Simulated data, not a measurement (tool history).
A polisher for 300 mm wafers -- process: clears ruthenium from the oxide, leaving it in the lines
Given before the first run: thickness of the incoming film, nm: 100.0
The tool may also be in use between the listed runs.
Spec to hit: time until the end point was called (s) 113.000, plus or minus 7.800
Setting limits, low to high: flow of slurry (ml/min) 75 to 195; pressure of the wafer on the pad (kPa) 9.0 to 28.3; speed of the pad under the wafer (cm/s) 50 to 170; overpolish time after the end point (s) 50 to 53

run    day  flow of slurry (ml/min)  pressure of the wafer on the pad (kPa)  speed of the pad under the wafer (cm/s)  overpolish time after the end point (s)  time until the end point was called (s)
  1  0.000                      125                                    18.6                                      110                                       50                                   51.079
  2  0.271                      125                                    18.6                                       92                                       50                                   63.067
  3  0.562                      150                                    18.6                                       92                                       50                                   60.623
  4  0.621                      150                                    16.5                                       90                                       50                                   70.318
  5  0.704                      150                                    15.2                                       88                                       50                                   77.584
  6  0.850                      150                                    13.8                                       86                                       50                                   86.690
  7  1.183                      150                                    13.1                                       86                                       50                                   89.791
  8  1.529                      150                                    12.4                                       86                                       50                                   97.007
  9  1.750                      150                                    11.7                                       86                                       50                                  102.380
 10  1.812                      150                                     9.7                                       84                                       50                                  124.430

Exercise: of the 5 proposed moves below, exactly one satisfies all targets within the stated allowed misses. Which move is it?
  A  1.875                      165                                    12.4                                       90                                       50                                        ?
  B  1.875                      155                                     9.0                                       76                                       53                                        ?
  C  1.875                      155                                     9.0                                       82                                       50                                        ?
  D  1.875                      150                                    10.3                                       88                                       53                                        ?
  E  1.875                      155                                     9.0                                       80                                       50                                        ?

move  time until the end point was called (s)
   A                                   86.272
   B                                  139.400
   C                                  129.610
   D                                  106.320
   E                                  132.720
A: moves the result that the last run missed by most past its target, out the other side
B: the biggest miss grows against the last run
C: the biggest miss grows against the last run
D: every result lands within tolerance
E: the biggest miss grows against the last run
D meets every target.
